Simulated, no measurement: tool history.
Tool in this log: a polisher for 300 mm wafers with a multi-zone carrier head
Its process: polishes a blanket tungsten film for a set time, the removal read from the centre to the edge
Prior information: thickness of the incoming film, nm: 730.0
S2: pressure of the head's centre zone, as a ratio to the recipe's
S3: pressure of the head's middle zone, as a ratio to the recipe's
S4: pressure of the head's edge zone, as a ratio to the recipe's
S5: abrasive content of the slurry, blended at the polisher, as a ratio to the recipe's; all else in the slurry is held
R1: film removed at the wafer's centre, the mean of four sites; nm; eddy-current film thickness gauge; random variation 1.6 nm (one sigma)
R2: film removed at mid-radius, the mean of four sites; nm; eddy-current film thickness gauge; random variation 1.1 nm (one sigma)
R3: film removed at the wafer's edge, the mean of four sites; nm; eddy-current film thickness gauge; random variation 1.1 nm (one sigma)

{"run": 1, "hour": 0.0, "flow of slurry (ml/min)": 135, "S2": 1, "S3": 1, "S4": 1, "S5": 1, "polishing time (s)": 44, "R1": 235.84, "R2": 244.27, "R3": 243.44}
{"run": 2, "hour": 2.5, "flow of slurry (ml/min)": 135, "S2": 1, "S3": 1.06, "S4": 1, "S5": 1, "polishing time (s)": 44, "R1": 232.11, "R2": 259.54, "R3": 236.88}
{"run": 3, "hour": 7.5, "flow of slurry (ml/min)": 135, "S2": 0.96, "S3": 1.06, "S4": 1, "S5": 1, "polishing time (s)": 44, "R1": 225.45, "R2": 256.99, "R3": 238.53}
{"run": 4, "hour": 13.8, "flow of slurry (ml/min)": 135, "S2": 1.03, "S3": 1.06, "S4": 1, "S5": 1, "polishing time (s)": 44, "R1": 241.53, "R2": 259.15, "R3": 242.08}
{"run": 5, "hour": 20.4, "flow of slurry (ml/min)": 125, "S2": 1.02, "S3": 1.01, "S4": 0.97, "S5": 0.9, "polishing time (s)": 40, "R1": 204.93, "R2": 214.3, "R3": 205.66}
{"run": 6, "hour": 26.0, "flow of slurry (ml/min)": 125, "S2": 1.02, "S3": 1.01, "S4": 1.04, "S5": 0.9, "polishing time (s)": 40, "R1": 203.97, "R2": 216.91, "R3": 212.31}
{"run": 7, "hour": 27.5, "flow of slurry (ml/min)": 90, "S2": 1.02, "S3": 0.91, "S4": 0.94, "S5": 0.65, "polishing time (s)": 28, "R1": 115.96, "R2": 114.29, "R3": 117.58}
{"run": 8, "hour": 28.6, "flow of slurry (ml/min)": 100, "S2": 1.03, "S3": 0.9, "S4": 0.97, "S5": 0.65, "polishing time (s)": 28, "R1": 121.39, "R2": 115.2, "R3": 122.92}
{"run": 9, "hour": 29.2, "flow of slurry (ml/min)": 110, "S2": 1.03, "S3": 0.89, "S4": 0.99, "S5": 0.65, "polishing time (s)": 28, "R1": 126.13, "R2": 120.65, "R3": 126.2}
{"run": 10, "hour": 35.2, "flow of slurry (ml/min)": 110, "S2": 1.04, "S3": 0.88, "S4": 1.02, "S5": 0.65, "polishing time (s)": 28, "R1": 129.23, "R2": 119.31, "R3": 131.71}

Run 11, settings as shown, results not yet in. Your forecast:
{"run": 11, "hour": 36.3, "flow of slurry (ml/min)": 115, "S2": 1.04, "S3": 0.88, "S4": 1.03, "S5": 0.65, "polishing time (s)": 28, "R1": "?", "R2": "?", "R3": "?"}

R1: 128.89 nm
R2: 119.07 nm
R3: 131.11 nm
